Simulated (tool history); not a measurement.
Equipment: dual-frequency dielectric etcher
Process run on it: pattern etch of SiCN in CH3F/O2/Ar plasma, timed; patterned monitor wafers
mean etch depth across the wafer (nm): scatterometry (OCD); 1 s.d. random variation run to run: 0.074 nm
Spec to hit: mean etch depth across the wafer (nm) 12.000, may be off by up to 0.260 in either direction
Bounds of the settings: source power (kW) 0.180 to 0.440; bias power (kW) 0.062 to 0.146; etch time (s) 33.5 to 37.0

run	hour	source power (kW)	bias power (kW)	etch time (s)	mean etch depth across the wafer (nm)
1	0.0	0.310	0.104	37.0	14.398
2	6.3	0.310	0.097	37.0	14.173
3	10.2	0.310	0.114	37.0	15.042
4	14.8	0.310	0.114	37.0	15.039
5	17.0	0.350	0.114	37.0	16.283
6	22.8	0.350	0.101	37.0	15.202
7	29.8	0.290	0.084	36.5	12.536
8	32.6	0.280	0.084	36.5	12.216

Pick the move, out of 5, that brings all results within their allowed miss; only one does.
A	35.4	0.290	0.086	34.5	?
B	35.4	0.260	0.107	35.0	?
C	35.4	0.250	0.109	36.5	?
D	35.4	0.350	0.078	34.5	?
E	35.4	0.320	0.077	35.5	?

move	mean etch depth across the wafer (nm)
A	12.073
B	12.540
C	12.861
D	12.903
E	12.579
A: each result inside its tolerance
B: its largest miss is bigger than the last run's
C: its largest miss is bigger than the last run's
D: its largest miss is bigger than the last run's
E: its largest miss is bigger than the last run's
So the answer is move A, the one that meets all the targets.
